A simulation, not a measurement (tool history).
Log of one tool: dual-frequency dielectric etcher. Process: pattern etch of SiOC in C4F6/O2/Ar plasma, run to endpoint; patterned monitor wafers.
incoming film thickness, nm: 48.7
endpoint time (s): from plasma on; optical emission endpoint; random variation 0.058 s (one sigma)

Run 1, hour 0: bias power (W) 601, source power (W) 230. Result: endpoint time (s) 19.385.
Run 2, hour 6.4: bias power (W) 601, source power (W) 250. Result: endpoint time (s) 18.773.
Run 3, hour 7.9: bias power (W) 601, source power (W) 220. Result: endpoint time (s) 19.519.
Run 4, hour 12.2: bias power (W) 601, source power (W) 190. Result: endpoint time (s) 20.556.
Run 5, hour 20.1: bias power (W) 635, source power (W) 200. Result: endpoint time (s) 19.561.
Run 6, hour 27.5: bias power (W) 734, source power (W) 200. Result: endpoint time (s) 17.943.
Run 7, hour 32.5: bias power (W) 749, source power (W) 210. Result: endpoint time (s) 17.454.
Run 8, hour 39.1: bias power (W) 762, source power (W) 220. Result: endpoint time (s) 16.961.
Run 9, hour 40.3: bias power (W) 773, source power (W) 220. Result: endpoint time (s) 16.768.
Run 10, hour 46.1: bias power (W) 783, source power (W) 220. Result: endpoint time (s) 16.766.
Run 11, hour 50.5: bias power (W) 791, source power (W) 230. Result: endpoint time (s) 16.412.
Run 12, hour 55.2: bias power (W) 798, source power (W) 230. Result: endpoint time (s) 16.28.
Run 13, hour 63.1: bias power (W) 804, source power (W) 230. Result: endpoint time (s) 16.222.
Run 14, hour 70.7: bias power (W) 809, source power (W) 230. Result: endpoint time (s) 16.075.
Run 15, hour 72.4: bias power (W) 814, source power (W) 230. Result: endpoint time (s) 16.168.
Run 16, hour 79.3: bias power (W) 818, source power (W) 240. Result: endpoint time (s) 15.906.
Run 17, hour 80.6: bias power (W) 821, source power (W) 240. Result: endpoint time (s) 15.841.
Run 18, hour 88: bias power (W) 824, source power (W) 240. Result: endpoint time (s) 15.852.
Run 19, hour 94.5: bias power (W) 826, source power (W) 240. Result: endpoint time (s) 15.862.
Run 20, hour 98.2: bias power (W) 828, source power (W) 250. Result: endpoint time (s) 15.586.
Run 21, hour 103.7: bias power (W) 830, source power (W) 250. Result: endpoint time (s) 15.524.
Run 22, hour 106.2: bias power (W) 830, source power (W) 250. Result: endpoint time (s) 15.634.
Run 23, hour 111.7: bias power (W) 832, source power (W) 250. Result: endpoint time (s) 15.623.
Run 24, hour 116.2: bias power (W) 833, source power (W) 250. Result: endpoint time (s) 15.421.
Run 25, hour 124.7: bias power (W) 834, source power (W) 250. Result: endpoint time (s) 15.468.

Forecast run 26:
Run 26, hour 126.3: bias power (W) 835, source power (W) 250. Result: endpoint time (s) ?.

Run 26 gave endpoint time (s) 15.421.

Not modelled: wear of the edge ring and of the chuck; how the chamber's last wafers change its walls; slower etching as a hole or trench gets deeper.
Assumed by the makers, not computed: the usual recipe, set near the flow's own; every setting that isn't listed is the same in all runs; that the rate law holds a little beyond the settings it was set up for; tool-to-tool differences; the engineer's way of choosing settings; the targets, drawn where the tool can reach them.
